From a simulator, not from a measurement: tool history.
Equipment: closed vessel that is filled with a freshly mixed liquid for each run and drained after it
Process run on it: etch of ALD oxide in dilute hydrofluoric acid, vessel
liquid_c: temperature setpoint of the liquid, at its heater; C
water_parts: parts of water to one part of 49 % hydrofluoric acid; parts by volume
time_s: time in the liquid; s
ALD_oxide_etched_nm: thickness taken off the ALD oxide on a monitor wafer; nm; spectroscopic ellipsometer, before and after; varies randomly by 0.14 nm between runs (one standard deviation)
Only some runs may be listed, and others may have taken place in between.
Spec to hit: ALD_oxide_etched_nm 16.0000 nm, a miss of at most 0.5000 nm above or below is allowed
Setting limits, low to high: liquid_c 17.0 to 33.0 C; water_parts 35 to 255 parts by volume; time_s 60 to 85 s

Run 1, hour 0.0: liquid_c 25.0 C, water_parts 145 parts by volume, time_s 85 s. Result: ALD_oxide_etched_nm 5.6506 nm.
Run 2, hour 5.2: liquid_c 26.5 C, water_parts 125 parts by volume, time_s 85 s. Result: ALD_oxide_etched_nm 7.1631 nm.
Run 3, hour 9.1: liquid_c 28.0 C, water_parts 110 parts by volume, time_s 85 s. Result: ALD_oxide_etched_nm 8.5360 nm.
Run 4, hour 12.2: liquid_c 28.0 C, water_parts 110 parts by volume, time_s 85 s. Result: ALD_oxide_etched_nm 8.7891 nm.
Run 5, hour 13.7: liquid_c 28.0 C, water_parts 110 parts by volume, time_s 60 s. Result: ALD_oxide_etched_nm 6.1986 nm.
Run 6, hour 22.5: liquid_c 28.0 C, water_parts 110 parts by volume, time_s 60 s. Result: ALD_oxide_etched_nm 6.2491 nm.
Run 7, hour 23.1: liquid_c 32.0 C, water_parts 55 parts by volume, time_s 85 s. Result: ALD_oxide_etched_nm 22.4740 nm.
Run 8, hour 24.5: liquid_c 31.0 C, water_parts 55 parts by volume, time_s 85 s. Result: ALD_oxide_etched_nm 21.0730 nm.
Run 9, hour 28.3: liquid_c 30.0 C, water_parts 55 parts by volume, time_s 85 s. Result: ALD_oxide_etched_nm 20.1280 nm.
Run 10, hour 30.6: liquid_c 29.0 C, water_parts 55 parts by volume, time_s 85 s. Result: ALD_oxide_etched_nm 19.6000 nm.
Run 11, hour 38.0: liquid_c 28.0 C, water_parts 55 parts by volume, time_s 85 s. Result: ALD_oxide_etched_nm 18.4320 nm.
Run 12, hour 46.3: liquid_c 27.5 C, water_parts 55 parts by volume, time_s 85 s. Result: ALD_oxide_etched_nm 18.5500 nm.
Run 13, hour 53.7: liquid_c 26.5 C, water_parts 55 parts by volume, time_s 85 s. Result: ALD_oxide_etched_nm 17.9560 nm.

Exactly one of the 4 candidate moves below puts every result within its allowed miss. Which one?
Run A, hour 61.1: liquid_c 27.5 C, water_parts 50 parts by volume, time_s 80 s. Result: ALD_oxide_etched_nm ?.
Run B, hour 61.1: liquid_c 26.5 C, water_parts 45 parts by volume, time_s 85 s. Result: ALD_oxide_etched_nm ?.
Run C, hour 61.1: liquid_c 27.0 C, water_parts 55 parts by volume, time_s 75 s. Result: ALD_oxide_etched_nm ?.
Run D, hour 61.1: liquid_c 30.0 C, water_parts 50 parts by volume, time_s 75 s. Result: ALD_oxide_etched_nm ?.

move  ALD_oxide_etched_nm
   A              19.2920
   B              22.0340
   C              16.0010
   D              19.9700
A: lands further from the targets than the last run did
B: lands further from the targets than the last run did
C: hits every target within its allowed miss
D: lands further from the targets than the last run did
Move C is the one to make.
